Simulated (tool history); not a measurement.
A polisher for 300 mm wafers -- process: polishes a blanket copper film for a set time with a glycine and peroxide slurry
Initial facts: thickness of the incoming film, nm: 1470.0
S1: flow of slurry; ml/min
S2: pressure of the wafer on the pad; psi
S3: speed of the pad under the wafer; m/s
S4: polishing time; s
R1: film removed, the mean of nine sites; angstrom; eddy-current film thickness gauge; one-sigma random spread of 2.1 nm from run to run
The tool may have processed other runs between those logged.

| run | day | S1 | S2 | S3 | S4 | R1 |
|---|---|---|---|---|---|---|
| 1 | 0.000 | 195 | 3.3 | 0.96 | 47 | 2722.7 |
| 2 | 0.079 | 195 | 4.0 | 0.96 | 47 | 3162.2 |
| 3 | 0.154 | 195 | 3.8 | 0.96 | 47 | 3099.5 |
| 4 | 0.308 | 195 | 3.8 | 0.96 | 41 | 2712.0 |
| 5 | 0.483 | 195 | 4.4 | 0.96 | 41 | 3028.5 |
| 6 | 0.838 | 235 | 4.4 | 0.96 | 41 | 3095.3 |
| 7 | 0.933 | 235 | 4.2 | 0.96 | 41 | 2993.4 |

What will run 8 give?
| 8 | 0.992 | 235 | 4.0 | 0.96 | 41 | ? |

{"run 8": {"R1": 2837.4}}
